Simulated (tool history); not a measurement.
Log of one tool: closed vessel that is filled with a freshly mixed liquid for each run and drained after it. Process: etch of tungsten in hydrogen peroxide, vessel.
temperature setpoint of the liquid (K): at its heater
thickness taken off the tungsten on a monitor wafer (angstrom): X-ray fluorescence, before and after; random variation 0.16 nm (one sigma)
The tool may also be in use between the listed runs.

run  hour  temperature setpoint of the liquid (K)  concentration of hydrogen peroxide in the mixed liquid (% by weight)  time in the liquid (s)  thickness taken off the tungsten on a monitor wafer (angstrom)
  1     0                                  322.15                                                                  17.5                      30                                                          227.68
  2     3                                  322.65                                                                  17.5                      30                                                          234.97
  3   4.2                                  323.15                                                                  17.5                      30                                                          244.37
  4   7.7                                  316.65                                                                  17.5                      30                                                          161.77
  5  13.8                                  316.65                                                                  15.5                      30                                                          152.04
  6  17.6                                  319.15                                                                  15.5                      30                                                          178.48

The next listed run, before its measurement:
  7  25.7                                  321.15                                                                  15.5                      30                                                               ?

Run 7 gave thickness taken off the tungsten on a monitor wafer (angstrom) 202.06.
